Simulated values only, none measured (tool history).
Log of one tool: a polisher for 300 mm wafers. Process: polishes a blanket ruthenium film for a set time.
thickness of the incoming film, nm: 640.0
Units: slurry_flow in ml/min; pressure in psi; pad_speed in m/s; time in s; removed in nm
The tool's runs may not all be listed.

| run | hour | slurry_flow | pressure | pad_speed | time | removed |
|---|---|---|---|---|---|---|
| 1 | 0.0 | 240 | 1.5 | 1.10 | 106 | 101.900 |
| 2 | 5.0 | 240 | 1.4 | 1.06 | 106 | 92.315 |
| 3 | 10.3 | 240 | 1.3 | 1.02 | 106 | 81.596 |
| 4 | 15.8 | 295 | 1.3 | 1.02 | 106 | 83.475 |
| 5 | 23.9 | 295 | 1.3 | 1.02 | 111 | 86.466 |
| 6 | 32.8 | 320 | 1.3 | 1.02 | 111 | 88.213 |
| 7 | 33.8 | 320 | 1.2 | 0.98 | 111 | 78.078 |
| 8 | 36.5 | 320 | 1.1 | 0.94 | 111 | 69.683 |
| 9 | 40.3 | 320 | 1.1 | 0.92 | 111 | 68.022 |
| 10 | 48.2 | 320 | 1.1 | 0.90 | 111 | 66.419 |
| 11 | 50.9 | 320 | 1.1 | 0.88 | 111 | 66.026 |
| 12 | 51.6 | 320 | 1.1 | 0.86 | 111 | 63.386 |
| 13 | 54.9 | 320 | 1.1 | 0.84 | 111 | 62.115 |
| 14 | 60.7 | 320 | 1.1 | 0.82 | 111 | 60.889 |
| 15 | 62.4 | 320 | 1.1 | 0.80 | 111 | 59.163 |

Forecast run 16:
| 16 | 66.6 | 320 | 1.1 | 0.78 | 111 | ? |

removed: 58.170 nm
